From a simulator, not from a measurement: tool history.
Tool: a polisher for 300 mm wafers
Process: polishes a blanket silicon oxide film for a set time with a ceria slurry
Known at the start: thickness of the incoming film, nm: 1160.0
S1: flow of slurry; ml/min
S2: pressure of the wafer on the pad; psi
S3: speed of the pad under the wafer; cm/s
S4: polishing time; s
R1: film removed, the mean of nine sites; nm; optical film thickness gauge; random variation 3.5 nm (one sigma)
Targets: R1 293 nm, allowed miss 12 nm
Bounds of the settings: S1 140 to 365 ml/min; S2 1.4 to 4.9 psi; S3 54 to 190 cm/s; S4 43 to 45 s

{"run": 1, "hour": 0.0, "S1": 235, "S2": 3.1, "S3": 122, "S4": 43, "R1": 243.36}
{"run": 2, "hour": 1.9, "S1": 235, "S2": 3.1, "S3": 122, "S4": 45, "R1": 255.49}
{"run": 3, "hour": 9.9, "S1": 235, "S2": 3.2, "S3": 122, "S4": 45, "R1": 258.44}
{"run": 4, "hour": 16.4, "S1": 235, "S2": 3.2, "S3": 122, "S4": 43, "R1": 252.88}
{"run": 5, "hour": 18.9, "S1": 235, "S2": 3.2, "S3": 122, "S4": 43, "R1": 251.32}
{"run": 6, "hour": 26.9, "S1": 235, "S2": 3.3, "S3": 122, "S4": 43, "R1": 250.05}
{"run": 7, "hour": 33.8, "S1": 235, "S2": 3.5, "S3": 122, "S4": 43, "R1": 270.76}
{"run": 8, "hour": 37.6, "S1": 235, "S2": 3.6, "S3": 122, "S4": 43, "R1": 280.37}

5 next moves are on the table. One of them brings every result within its allowed miss. Which?
{"run": "A", "hour": 41.4, "S1": 245, "S2": 3, "S3": 144, "S4": 45, "R1": "?"}
{"run": "B", "hour": 41.4, "S1": 240, "S2": 3.4, "S3": 122, "S4": 43, "R1": "?"}
{"run": "C", "hour": 41.4, "S1": 230, "S2": 3.6, "S3": 116, "S4": 43, "R1": "?"}
{"run": "D", "hour": 41.4, "S1": 195, "S2": 4.1, "S3": 104, "S4": 43, "R1": "?"}
{"run": "E", "hour": 41.4, "S1": 285, "S2": 3.4, "S3": 118, "S4": 45, "R1": "?"}

move=A R1=289.98
move=B R1=265.72
move=C R1=266.27
move=D R1=266.63
move=E R1=273.91
A: meets every target
B: further off than the last run
C: further off than the last run
D: further off than the last run
E: further off than the last run
Answer: A

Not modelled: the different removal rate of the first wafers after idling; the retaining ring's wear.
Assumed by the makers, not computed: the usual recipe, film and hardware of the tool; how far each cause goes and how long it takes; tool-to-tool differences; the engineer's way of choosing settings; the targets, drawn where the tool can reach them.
